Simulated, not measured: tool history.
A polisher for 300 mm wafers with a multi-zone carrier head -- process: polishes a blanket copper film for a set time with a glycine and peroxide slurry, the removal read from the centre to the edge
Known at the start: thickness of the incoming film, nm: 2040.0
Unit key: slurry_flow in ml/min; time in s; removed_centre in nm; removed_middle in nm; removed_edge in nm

Run 1, hour 0.0: slurry_flow 260 ml/min, centre_zone 1.00, middle_zone 1.00, edge_zone 1.00, time 75 s. Result: removed_centre 559.90 nm, removed_middle 526.60 nm, removed_edge 505.94 nm.
Run 2, hour 3.0: slurry_flow 260 ml/min, centre_zone 1.00, middle_zone 1.03, edge_zone 1.00, time 75 s. Result: removed_centre 558.42 nm, removed_middle 530.21 nm, removed_edge 511.14 nm.
Run 3, hour 8.4: slurry_flow 265 ml/min, centre_zone 1.00, middle_zone 1.05, edge_zone 0.99, time 77 s. Result: removed_centre 585.78 nm, removed_middle 557.32 nm, removed_edge 528.10 nm.
Run 4, hour 16.7: slurry_flow 270 ml/min, centre_zone 0.99, middle_zone 1.07, edge_zone 0.98, time 79 s. Result: removed_centre 589.73 nm, removed_middle 578.93 nm, removed_edge 545.36 nm.
Run 5, hour 19.8: slurry_flow 270 ml/min, centre_zone 0.99, middle_zone 1.07, edge_zone 1.02, time 79 s. Result: removed_centre 596.05 nm, removed_middle 583.83 nm, removed_edge 544.89 nm.
Run 6, hour 23.5: slurry_flow 320 ml/min, centre_zone 0.99, middle_zone 1.07, edge_zone 1.02, time 79 s. Result: removed_centre 605.40 nm, removed_middle 590.77 nm, removed_edge 559.31 nm.
Run 7, hour 26.2: slurry_flow 320 ml/min, centre_zone 0.99, middle_zone 1.08, edge_zone 1.01, time 81 s. Result: removed_centre 619.93 nm, removed_middle 615.16 nm, removed_edge 562.21 nm.

Expected results for the next run?
At hour 27.0: centre zone pressure recalibrated.
Run 8, hour 27.0: slurry_flow 320 ml/min, centre_zone 0.99, middle_zone 1.09, edge_zone 1.02, time 82 s. Result: removed_centre ?, removed_middle ?, removed_edge ?.

Logged for run 8: removed_centre 575.40 nm, removed_middle 623.48 nm, removed_edge 581.80 nm.

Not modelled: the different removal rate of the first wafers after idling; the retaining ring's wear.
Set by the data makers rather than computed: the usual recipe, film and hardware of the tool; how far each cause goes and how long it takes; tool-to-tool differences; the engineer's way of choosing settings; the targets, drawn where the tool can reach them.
